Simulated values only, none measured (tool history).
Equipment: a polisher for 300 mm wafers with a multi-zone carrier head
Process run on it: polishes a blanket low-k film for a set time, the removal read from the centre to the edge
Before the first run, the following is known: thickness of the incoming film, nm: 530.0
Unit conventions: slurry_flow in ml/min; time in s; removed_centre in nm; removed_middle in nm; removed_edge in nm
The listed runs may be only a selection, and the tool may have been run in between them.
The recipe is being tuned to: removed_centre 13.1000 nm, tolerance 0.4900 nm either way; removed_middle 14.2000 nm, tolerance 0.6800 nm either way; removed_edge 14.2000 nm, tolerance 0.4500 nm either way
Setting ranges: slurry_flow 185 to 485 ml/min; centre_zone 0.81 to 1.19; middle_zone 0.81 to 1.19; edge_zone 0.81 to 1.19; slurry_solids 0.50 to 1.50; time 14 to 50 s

run,day,slurry_flow,centre_zone,middle_zone,edge_zone,slurry_solids,time,removed_centre,removed_middle,removed_edge
1,0.000,310,1.00,1.00,1.00,1.00,32,11.7030,10.9340,11.1780
2,0.183,310,1.00,1.00,1.00,0.85,32,11.2210,10.3490,10.4190
3,0.250,310,1.00,1.00,0.97,0.85,32,11.0760,10.2000,10.1160
4,0.321,310,1.00,1.00,0.97,0.85,27,9.3644,8.7179,8.6719
5,0.525,310,1.00,1.02,1.00,0.95,27,10.0270,9.3238,9.0774
6,0.683,310,1.00,1.02,1.00,1.00,27,9.9449,9.1036,9.4102
7,1.017,315,0.99,1.05,1.00,1.10,28,10.8340,10.3860,10.0950
8,1.146,315,0.98,1.06,1.02,1.15,29,11.2200,11.1240,10.8530
# day 1.446: centre zone pressure recalibrated
9,1.446,315,0.98,1.07,1.04,1.20,29,10.5930,11.2820,11.1940
10,1.588,340,1.08,1.12,1.08,1.45,32,14.0950,13.9990,13.6070
11,1.712,340,1.07,1.12,1.09,1.45,32,14.0000,14.2900,13.7870
12,1.983,340,1.06,1.12,1.10,1.45,32,13.4400,13.7940,13.4790
13,2.092,335,1.01,1.14,1.17,1.50,33,13.5150,14.9590,14.6330

Consider the 4 candidate settings below. Which is the only one whose results all fall within their allowed miss of target?
A,2.200,380,1.11,1.15,1.08,1.30,33,?,?,?
B,2.200,300,0.94,1.00,1.19,1.50,32,?,?,?
C,2.200,330,1.01,1.14,1.19,1.50,32,?,?,?
D,2.200,350,0.88,1.17,1.19,1.50,34,?,?,?

move,removed_centre,removed_middle,removed_edge
A,14.4580,14.4580,13.5830
B,12.1840,13.0010,14.3690
C,13.2510,14.4990,14.4520
D,12.3300,15.8160,15.4140
A: corrects the largest miss of the last run, while another result sits out of spec
B: takes the result that was furthest off past its target
C: each result inside its tolerance
D: moves away from the targets compared with the last run
So the answer is move C, the one that meets all the targets.
